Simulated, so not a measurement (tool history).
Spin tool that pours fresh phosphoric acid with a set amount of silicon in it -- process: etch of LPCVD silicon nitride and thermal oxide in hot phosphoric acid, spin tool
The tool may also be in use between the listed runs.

| run | hour | temperature setpoint of the liquid (°C) | silicon dissolved in the acid as it is poured (mg a litre) | time under the liquid (s) | thickness taken off the LPCVD silicon nitride on a monitor wafer (Å) | thickness taken off the thermal oxide on a monitor wafer (Å) |
|---|---|---|---|---|---|---|
| 1 | 0.0 | 163.0 | 11.5 | 110 | 79.924 | 2.4853 |
| 2 | 2.7 | 161.0 | 11.5 | 110 | 75.088 | 1.6575 |
| 3 | 7.4 | 161.0 | 15.0 | 110 | 74.657 | 1.9322 |
| 4 | 10.5 | 161.5 | 12.0 | 125 | 86.756 | 2.5003 |
| 5 | 13.4 | 160.5 | 9.5 | 145 | 96.612 | 2.8162 |
| 6 | 21.2 | 161.0 | 14.5 | 155 | 105.820 | 2.6836 |

Predict the results of run 7:
| 7 | 25.6 | 162.0 | 17.5 | 160 | ? | ? |

Run 7 yielded thickness taken off the LPCVD silicon nitride on a monitor wafer (Å) 113.550, thickness taken off the thermal oxide on a monitor wafer (Å) 2.7166.

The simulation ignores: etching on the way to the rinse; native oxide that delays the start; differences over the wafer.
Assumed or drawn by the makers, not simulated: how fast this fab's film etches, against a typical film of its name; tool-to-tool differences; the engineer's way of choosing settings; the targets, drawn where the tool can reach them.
